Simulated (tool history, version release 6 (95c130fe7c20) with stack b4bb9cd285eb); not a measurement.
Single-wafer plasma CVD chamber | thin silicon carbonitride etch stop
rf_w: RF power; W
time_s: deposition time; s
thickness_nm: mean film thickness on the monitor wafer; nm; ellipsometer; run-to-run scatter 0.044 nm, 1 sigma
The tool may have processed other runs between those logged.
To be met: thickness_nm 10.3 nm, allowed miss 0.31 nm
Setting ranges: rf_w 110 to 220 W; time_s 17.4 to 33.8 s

run 1 hour=0 | rf_w=165 time_s=25.6 | thickness_nm=13.451
run 2 hour=8.5 | rf_w=165 time_s=22.7 | thickness_nm=11.789
run 3 hour=9.5 | rf_w=175 time_s=22.7 | thickness_nm=12.047
run 4 hour=15.8 | rf_w=195 time_s=22.7 | thickness_nm=12.335
run 5 hour=17.5 | rf_w=215 time_s=22.7 | thickness_nm=12.693
run 6 hour=20 | rf_w=210 time_s=21.5 | thickness_nm=11.956
run 7 hour=25.2 | rf_w=210 time_s=21.5 | thickness_nm=11.75
run 8 hour=30.9 | rf_w=205 time_s=20.8 | thickness_nm=11.293

Which one of the following 5 next-run settings gets every result inside its allowed miss? There is exactly one.
run A hour=36.6 | rf_w=195 time_s=20.2 | thickness_nm=?
run B hour=36.6 | rf_w=210 time_s=20.3 | thickness_nm=?
run C hour=36.6 | rf_w=210 time_s=18.9 | thickness_nm=?
run D hour=36.6 | rf_w=205 time_s=20 | thickness_nm=?
run E hour=36.6 | rf_w=210 time_s=20.2 | thickness_nm=?

move=A thickness_nm=10.927
move=B thickness_nm=11.171
move=C thickness_nm=10.4
move=D thickness_nm=10.944
move=E thickness_nm=11.116
A: nearer the targets than the last run, but a result is still out of spec
B: nearer the targets than the last run, but a result is still out of spec
C: meets every target
D: nearer the targets than the last run, but a result is still out of spec
E: nearer the targets than the last run, but a result is still out of spec
C meets every target.

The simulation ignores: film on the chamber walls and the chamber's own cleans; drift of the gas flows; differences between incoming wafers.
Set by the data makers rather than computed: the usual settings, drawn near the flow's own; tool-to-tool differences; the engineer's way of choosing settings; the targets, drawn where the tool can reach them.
